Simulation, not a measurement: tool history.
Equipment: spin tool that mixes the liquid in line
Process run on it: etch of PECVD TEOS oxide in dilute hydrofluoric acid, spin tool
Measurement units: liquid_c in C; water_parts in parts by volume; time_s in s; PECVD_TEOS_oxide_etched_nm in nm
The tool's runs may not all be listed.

run	hour	liquid_c	water_parts	time_s	PECVD_TEOS_oxide_etched_nm
1	0	21	230	80	2.3601
2	4.7	21	295	80	1.6948
3	11	23.5	240	80	2.4476
4	13.1	23.5	170	80	3.7091
5	17.5	25	160	80	4.2058
6	19.7	25	160	80	4.1496
7	25.5	26	155	80	4.4942
8	34.1	27	155	80	4.7314

Run 9 has not been measured yet. What should we expect?
9	36.5	27.5	155	80	?

PECVD_TEOS_oxide_etched_nm: 4.7778 nm

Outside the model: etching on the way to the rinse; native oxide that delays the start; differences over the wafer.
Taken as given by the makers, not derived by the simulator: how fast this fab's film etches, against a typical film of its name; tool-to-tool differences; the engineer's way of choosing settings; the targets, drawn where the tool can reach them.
